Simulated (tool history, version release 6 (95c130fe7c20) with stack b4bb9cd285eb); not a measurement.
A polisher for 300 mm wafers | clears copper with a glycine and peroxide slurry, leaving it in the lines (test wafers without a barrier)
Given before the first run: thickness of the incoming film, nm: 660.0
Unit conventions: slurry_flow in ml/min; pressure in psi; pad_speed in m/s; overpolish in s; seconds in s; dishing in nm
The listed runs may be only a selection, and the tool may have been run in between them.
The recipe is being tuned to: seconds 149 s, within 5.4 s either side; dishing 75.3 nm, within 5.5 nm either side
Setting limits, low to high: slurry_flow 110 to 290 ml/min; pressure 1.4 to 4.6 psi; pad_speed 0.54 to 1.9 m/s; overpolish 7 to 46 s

run	hour	slurry_flow	pressure	pad_speed	overpolish	seconds	dishing
1	0	185	3	1.22	24	100.19	75.91
2	2.6	185	3	1.22	18	98.656	67.152
3	4.6	185	3	1.22	26	98.1	79.964
4	7.2	185	3	1.22	33	99.429	88.384
5	12.2	140	3	1.22	33	105.64	85.033
6	19.2	135	2.7	1.22	34	109.8	84.937
7	22.1	135	2.4	1.18	35	121.99	81.684
8	30.3	135	2.2	1.18	35	126.68	80.781
9	32.6	135	2	1.18	35	134.57	76.896

Consider the 5 candidate settings below. Which is the only one whose results all fall within their allowed miss of target?
A	34.9	175	1.7	1.08	35	?	?
B	34.9	145	1.5	1.34	27	?	?
C	34.9	145	2.4	0.8	39	?	?
D	34.9	170	1.4	1.18	26	?	?
E	34.9	110	1.7	1.08	37	?	?

move	seconds	dishing
A	144.86	72.072
B	132.39	64.694
C	161.8	74.353
D	146.77	60.134
E	158.35	70.87
A: each result inside its tolerance
B: the biggest miss grows against the last run
C: pushes the last run's worst result past its target
D: brings the result that was furthest off to its target, and leaves another outside
E: pushes the last run's worst result past its target
The move that meets every target is A.
